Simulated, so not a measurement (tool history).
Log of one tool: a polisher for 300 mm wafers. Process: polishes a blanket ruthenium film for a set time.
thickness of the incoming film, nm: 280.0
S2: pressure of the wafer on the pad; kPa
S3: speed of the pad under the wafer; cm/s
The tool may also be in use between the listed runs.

Run 1, hour 0.0: flow of slurry (ml/min) 240, S2 15.2 kPa, S3 88 cm/s, polishing time (s) 41. Result: film removed (angstrom) 469.70.
Run 2, hour 7.9: flow of slurry (ml/min) 200, S2 15.2 kPa, S3 88 cm/s, polishing time (s) 41. Result: film removed (angstrom) 461.45.
Run 3, hour 16.3: flow of slurry (ml/min) 200, S2 13.1 kPa, S3 88 cm/s, polishing time (s) 41. Result: film removed (angstrom) 402.04.
Run 4, hour 18.8: flow of slurry (ml/min) 225, S2 13.1 kPa, S3 88 cm/s, polishing time (s) 41. Result: film removed (angstrom) 406.85.
Run 5, hour 25.0: flow of slurry (ml/min) 225, S2 15.9 kPa, S3 88 cm/s, polishing time (s) 41. Result: film removed (angstrom) 487.12.
Run 6, hour 27.6: flow of slurry (ml/min) 230, S2 15.9 kPa, S3 88 cm/s, polishing time (s) 41. Result: film removed (angstrom) 493.19.

The next listed run, before its measurement:
Run 7, hour 36.3: flow of slurry (ml/min) 235, S2 15.9 kPa, S3 88 cm/s, polishing time (s) 41. Result: film removed (angstrom) ?.

{"run 7": {"film removed (angstrom)": 492.48}}
